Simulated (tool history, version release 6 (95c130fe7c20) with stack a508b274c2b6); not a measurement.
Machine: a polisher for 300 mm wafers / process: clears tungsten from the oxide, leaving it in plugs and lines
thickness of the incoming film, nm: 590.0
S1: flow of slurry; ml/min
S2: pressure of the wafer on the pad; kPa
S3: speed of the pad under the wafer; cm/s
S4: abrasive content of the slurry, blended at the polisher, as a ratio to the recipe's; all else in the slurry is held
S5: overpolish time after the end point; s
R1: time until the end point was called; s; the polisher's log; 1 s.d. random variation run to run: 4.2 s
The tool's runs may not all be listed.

run,hour,S1,S2,S3,S4,S5,R1
1,0.0,230,20.0,126,1.0,30,121.61
2,1.1,230,20.0,126,1.0,31,119.83
3,7.6,230,17.9,114,1.0,31,145.59
4,9.3,230,15.9,104,1.0,31,175.45
5,10.1,230,14.5,98,1.0,31,202.62
6,15.9,230,14.5,78,1.0,31,254.74
7,18.7,230,13.8,78,1.0,31,261.72
8,24.4,230,13.1,78,1.0,31,276.10
9,32.6,230,12.4,78,1.0,31,285.99
10,34.5,230,11.7,78,1.0,31,304.98

Run 11 has not been measured yet. What should we expect?
11,41.6,230,11.7,78,1.0,31,?

R1: 296.87 s

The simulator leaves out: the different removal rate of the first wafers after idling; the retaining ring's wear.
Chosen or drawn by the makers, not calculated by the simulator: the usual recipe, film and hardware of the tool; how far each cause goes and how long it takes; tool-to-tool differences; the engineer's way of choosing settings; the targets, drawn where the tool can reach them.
